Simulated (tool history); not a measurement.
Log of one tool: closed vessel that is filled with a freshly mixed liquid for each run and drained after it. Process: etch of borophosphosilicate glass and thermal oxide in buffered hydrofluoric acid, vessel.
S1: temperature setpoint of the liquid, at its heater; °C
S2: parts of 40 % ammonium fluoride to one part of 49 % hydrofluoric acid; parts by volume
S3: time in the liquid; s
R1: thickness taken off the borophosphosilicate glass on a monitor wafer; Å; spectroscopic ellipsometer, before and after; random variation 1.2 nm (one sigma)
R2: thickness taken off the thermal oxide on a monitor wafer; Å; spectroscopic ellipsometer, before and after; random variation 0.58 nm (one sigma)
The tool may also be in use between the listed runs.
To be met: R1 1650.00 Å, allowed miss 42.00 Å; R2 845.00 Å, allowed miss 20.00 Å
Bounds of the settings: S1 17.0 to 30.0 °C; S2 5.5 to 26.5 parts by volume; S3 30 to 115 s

| run | day | S1 | S2 | S3 | R1 | R2 |
|---|---|---|---|---|---|---|
| 1 | 0.000 | 22.0 | 16.0 | 60 | 732.61 | 378.03 |
| 2 | 0.058 | 23.0 | 15.0 | 60 | 834.21 | 421.43 |
| 3 | 0.408 | 23.0 | 15.0 | 40 | 554.45 | 283.72 |
| 4 | 0.562 | 23.0 | 12.0 | 40 | 691.06 | 353.24 |
| 5 | 0.938 | 24.0 | 11.0 | 40 | 792.00 | 404.80 |
| 6 | 1.233 | 25.0 | 10.5 | 40 | 885.81 | 452.75 |
| 7 | 1.404 | 25.5 | 10.0 | 40 | 954.39 | 489.65 |
| 8 | 1.588 | 29.5 | 5.5 | 40 | 2066.60 | 1030.80 |
| 9 | 1.729 | 29.0 | 5.5 | 40 | 1973.50 | 1017.20 |
| 10 | 2.067 | 28.5 | 5.5 | 40 | 1910.90 | 989.60 |
|  | 2.308 | hydrofluoric acid flow meter replaced |
| 11 | 2.308 | 27.5 | 6.0 | 40 | 1829.30 | 929.44 |
| 12 | 2.567 | 27.0 | 6.0 | 40 | 1771.20 | 894.72 |
| 13 | 2.679 | 26.5 | 6.0 | 40 | 1739.70 | 879.49 |

Of the 4 settings listed for the next run, only one would bring every result within its allowed miss of target. Which one?
| A | 2.792 | 30.0 | 9.0 | 50 | ? | ? |
| B | 2.792 | 19.5 | 6.5 | 65 | ? | ? |
| C | 2.792 | 29.5 | 7.5 | 40 | ? | ? |
| D | 2.792 | 27.0 | 7.5 | 50 | ? | ? |

| move | R1 | R2 |
|---|---|---|
| A | 1714.40 | 880.26 |
| B | 1785.80 | 906.51 |
| C | 1630.70 | 835.60 |
| D | 1788.30 | 914.96 |
A: closes in on the targets versus the last run, not all within tolerance yet
B: lands further from the targets than the last run did
C: all results in spec
D: lands further from the targets than the last run did
Answer: C

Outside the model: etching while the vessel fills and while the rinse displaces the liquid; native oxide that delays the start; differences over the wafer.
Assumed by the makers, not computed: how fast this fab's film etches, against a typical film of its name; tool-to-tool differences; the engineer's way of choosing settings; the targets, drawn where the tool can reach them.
